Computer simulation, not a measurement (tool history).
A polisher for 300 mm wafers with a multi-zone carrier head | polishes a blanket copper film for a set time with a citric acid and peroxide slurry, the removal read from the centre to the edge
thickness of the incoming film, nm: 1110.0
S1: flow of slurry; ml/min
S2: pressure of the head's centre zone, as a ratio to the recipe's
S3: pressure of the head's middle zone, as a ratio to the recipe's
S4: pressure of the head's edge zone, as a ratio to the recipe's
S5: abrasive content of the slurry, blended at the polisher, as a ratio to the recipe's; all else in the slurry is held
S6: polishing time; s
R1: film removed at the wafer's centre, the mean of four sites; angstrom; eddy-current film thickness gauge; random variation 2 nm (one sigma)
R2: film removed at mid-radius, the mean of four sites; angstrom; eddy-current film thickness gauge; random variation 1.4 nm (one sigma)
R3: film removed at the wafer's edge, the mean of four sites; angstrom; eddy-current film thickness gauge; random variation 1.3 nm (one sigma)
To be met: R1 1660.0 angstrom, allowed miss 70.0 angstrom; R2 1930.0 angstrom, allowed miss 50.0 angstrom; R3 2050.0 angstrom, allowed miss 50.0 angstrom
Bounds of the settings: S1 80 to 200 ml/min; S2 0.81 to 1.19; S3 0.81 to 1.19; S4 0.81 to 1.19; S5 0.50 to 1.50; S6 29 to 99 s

run	hour	S1	S2	S3	S4	S5	S6	R1	R2	R3
1	0.0	130	1.00	1.00	1.00	1.00	64	1326.7	1336.2	1308.8
2	4.6	130	0.93	1.00	1.00	1.00	64	1244.1	1341.0	1328.1
3	13.0	130	1.00	1.00	1.00	1.00	64	1354.4	1341.5	1300.7
4	17.7	130	1.00	1.00	1.00	1.20	64	1325.8	1376.8	1346.7
5	23.8	130	1.00	1.00	1.00	1.20	49	1044.5	1050.8	1028.6
6	29.2	145	1.00	1.00	1.00	1.20	49	1055.6	1080.8	1062.4
# hour 36.0: worn pad replaced by a new one
7	36.0	155	1.00	1.00	1.03	1.25	54	1358.2	1366.0	1345.3
8	43.0	165	0.96	1.00	1.05	1.25	54	1314.7	1374.6	1370.1
9	50.9	165	0.96	1.00	1.05	1.25	54	1333.4	1357.0	1358.0
10	54.8	165	0.86	1.01	1.15	1.50	72	1565.5	1901.0	1978.5

4 next moves are on the table. One of them brings every result within its allowed miss. Which?
A	58.7	110	0.87	0.99	1.10	1.50	82	?	?	?
B	58.7	155	0.82	0.86	1.19	1.40	80	?	?	?
C	58.7	130	0.82	1.03	1.19	1.50	76	?	?	?
D	58.7	165	0.84	1.08	1.14	1.45	76	?	?	?

move	R1	R2	R3
A	1663.1	1912.8	2062.4
B	1659.4	1805.4	2198.2
C	1527.6	1910.3	2049.7
D	1648.2	2072.3	2066.9
A: meets every target
B: takes the result that was furthest off past its target
C: brings the result that was furthest off to its target, and leaves another outside
D: brings the result that was furthest off to its target, and leaves another outside
Answer: A

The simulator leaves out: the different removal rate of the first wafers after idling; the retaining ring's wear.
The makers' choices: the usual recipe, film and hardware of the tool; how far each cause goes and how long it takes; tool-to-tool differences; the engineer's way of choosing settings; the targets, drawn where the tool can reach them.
